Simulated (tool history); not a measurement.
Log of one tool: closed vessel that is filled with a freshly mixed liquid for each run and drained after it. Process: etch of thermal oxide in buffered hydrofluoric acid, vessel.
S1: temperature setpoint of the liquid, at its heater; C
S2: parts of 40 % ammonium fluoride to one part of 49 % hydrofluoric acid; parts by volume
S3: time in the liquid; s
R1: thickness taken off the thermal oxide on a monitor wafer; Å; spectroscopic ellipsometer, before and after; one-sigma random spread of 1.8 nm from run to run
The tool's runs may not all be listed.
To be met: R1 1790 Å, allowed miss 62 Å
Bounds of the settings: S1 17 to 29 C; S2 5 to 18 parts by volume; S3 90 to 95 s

run	day	S1	S2	S3	R1
1	0	21	11	90	821.41
2	0.042	21	13	90	711.84
3	0.2	21	13	95	741.1
4	0.367	22.5	12	95	885.94
5	0.488	22.5	12	95	896.7
6	0.671	19.5	12	95	745.41
7	0.992	21.5	11	95	902.82
8	1.088	23	10.5	95	1038.4
9	1.192	24	10	95	1132.9
10	1.417	25	9.5	95	1258.9

Exactly one of the 5 candidate moves below puts every result within its allowed miss. Which one?
A	1.642	24	7	95	?
B	1.642	27.5	7.5	95	?
C	1.642	28	8.5	95	?
D	1.642	26	7.5	95	?
E	1.642	25.5	7	90	?

move	R1
A	1588.6
B	1780.4
C	1596.9
D	1643.2
E	1632.4
A: moves toward the targets from the last run without getting all of them in spec
B: hits every target within its allowed miss
C: moves toward the targets from the last run without getting all of them in spec
D: moves toward the targets from the last run without getting all of them in spec
E: moves toward the targets from the last run without getting all of them in spec
So the answer is move B, the one that meets all the targets.

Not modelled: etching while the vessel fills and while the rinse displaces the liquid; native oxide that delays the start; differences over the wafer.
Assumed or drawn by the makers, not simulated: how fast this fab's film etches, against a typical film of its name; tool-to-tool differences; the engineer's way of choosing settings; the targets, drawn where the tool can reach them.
